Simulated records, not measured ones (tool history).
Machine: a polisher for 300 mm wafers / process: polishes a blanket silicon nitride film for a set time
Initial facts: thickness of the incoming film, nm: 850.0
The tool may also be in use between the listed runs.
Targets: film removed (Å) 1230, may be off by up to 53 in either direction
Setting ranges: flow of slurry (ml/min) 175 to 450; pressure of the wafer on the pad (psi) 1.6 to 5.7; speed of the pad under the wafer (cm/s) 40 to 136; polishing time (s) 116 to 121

run	hour	flow of slurry (ml/min)	pressure of the wafer on the pad (psi)	speed of the pad under the wafer (cm/s)	polishing time (s)	film removed (Å)
1	0	290	3.6	88	116	2162.7
2	7.3	225	3.6	88	116	2106.8
3	9	280	3.6	88	116	2103.3
4	13.8	280	2.8	88	116	1694.4
5	16.5	330	2.8	88	116	1685.9
6	24.6	330	2.8	88	121	1799.7
7	32	330	2.5	86	121	1590.7
8	36.2	330	1.6	84	121	987.39
9	41.2	340	1.7	84	121	1078.8

Which one of the following 5 next-run settings gets every result inside its allowed miss? There is exactly one.
A	46.2	325	1.8	84	121	?
B	46.2	270	2.2	92	117	?
C	46.2	325	1.6	78	119	?
D	46.2	310	1.8	78	117	?
E	46.2	315	2	82	121	?

move	film removed (Å)
A	1131.5
B	1400.9
C	939.04
D	1027.3
E	1223.1
A: better than the last run, though not everything is in spec
B: the result that was furthest off in the last run now lies on the other side of its target
C: moves away from the targets compared with the last run
D: moves away from the targets compared with the last run
E: every result lands within tolerance
So the answer is move E, the one that meets all the targets.
